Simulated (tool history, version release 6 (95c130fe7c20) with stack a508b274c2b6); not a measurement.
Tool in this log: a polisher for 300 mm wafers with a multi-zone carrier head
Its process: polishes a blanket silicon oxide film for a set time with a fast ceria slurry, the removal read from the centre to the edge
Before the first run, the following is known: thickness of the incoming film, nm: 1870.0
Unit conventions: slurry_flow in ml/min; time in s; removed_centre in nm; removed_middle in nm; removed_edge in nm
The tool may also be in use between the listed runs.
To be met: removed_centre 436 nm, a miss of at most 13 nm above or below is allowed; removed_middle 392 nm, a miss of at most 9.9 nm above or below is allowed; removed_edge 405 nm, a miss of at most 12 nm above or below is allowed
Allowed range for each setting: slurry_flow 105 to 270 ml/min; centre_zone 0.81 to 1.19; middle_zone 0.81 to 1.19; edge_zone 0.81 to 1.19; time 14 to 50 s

run	hour	slurry_flow	centre_zone	middle_zone	edge_zone	time	removed_centre	removed_middle	removed_edge
1	0	175	1	1	1	32	571.43	585.91	594.6
2	6.7	170	1.01	0.97	0.96	30	540.13	539.8	552.95
3	14.3	170	1.06	0.97	0.96	30	575.56	535.62	542.43
4	23.1	200	1.06	0.97	0.96	30	586.74	559.44	565.42
5	29	200	1.06	1.05	0.96	30	589.87	576.33	558.13
6	35.5	180	1.06	1.01	0.94	28	539.28	514.68	511.06
7	41.1	140	1.04	0.91	0.84	22	389.64	364.24	369.32
8	48.8	155	1.05	0.91	0.85	22	405.99	374.69	376.3

Of the 5 settings listed for the next run, only one would bring every result within its allowed miss of target. Which one?
A	56.5	125	1.13	0.99	0.97	23	?	?	?
B	56.5	120	0.9	1	0.83	25	?	?	?
C	56.5	155	1.08	0.85	0.88	25	?	?	?
D	56.5	165	1.19	1.07	0.81	20	?	?	?
E	56.5	105	1.06	0.83	0.99	25	?	?	?

move	removed_centre	removed_middle	removed_edge
A	437.09	389.73	405.98
B	372.92	422	407.6
C	480.67	408.03	437.94
D	430.48	378.75	340.03
E	419.07	362.89	430.47
A: hits every target within its allowed miss
B: corrects the largest miss of the last run, while another result sits out of spec
C: moves the result that the last run missed by most past its target, out the other side
D: moves away from the targets compared with the last run
E: moves the result that the last run missed by most past its target, out the other side
A is the move that brings every result within its allowed miss.
